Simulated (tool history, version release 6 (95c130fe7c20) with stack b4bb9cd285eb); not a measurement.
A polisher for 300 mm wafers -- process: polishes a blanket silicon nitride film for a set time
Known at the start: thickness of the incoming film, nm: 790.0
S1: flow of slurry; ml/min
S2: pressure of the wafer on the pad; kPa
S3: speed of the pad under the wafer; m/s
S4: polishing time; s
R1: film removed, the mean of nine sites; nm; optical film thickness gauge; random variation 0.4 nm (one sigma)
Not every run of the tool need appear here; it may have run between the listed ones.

| run | day | S1 | S2 | S3 | S4 | R1 |
|---|---|---|---|---|---|---|
| 1 | 0.000 | 315 | 26.9 | 1.04 | 38 | 87.294 |
| 2 | 0.067 | 315 | 26.9 | 1.04 | 33 | 75.455 |
| 3 | 0.150 | 315 | 24.1 | 1.04 | 33 | 68.972 |
| 4 | 0.233 | 315 | 22.1 | 1.04 | 33 | 64.398 |
| 5 | 0.508 | 315 | 20.7 | 1.04 | 33 | 61.472 |
| 6 | 0.758 | 315 | 23.4 | 1.04 | 33 | 68.109 |
| 7 | 0.812 | 315 | 21.4 | 1.04 | 33 | 63.239 |
| 8 | 0.929 | 315 | 20.0 | 1.04 | 33 | 60.485 |

What does the tool deliver on the next run?
| 9 | 1.200 | 310 | 16.5 | 1.04 | 33 | ? |

Run 9 measured R1 52.225 nm.

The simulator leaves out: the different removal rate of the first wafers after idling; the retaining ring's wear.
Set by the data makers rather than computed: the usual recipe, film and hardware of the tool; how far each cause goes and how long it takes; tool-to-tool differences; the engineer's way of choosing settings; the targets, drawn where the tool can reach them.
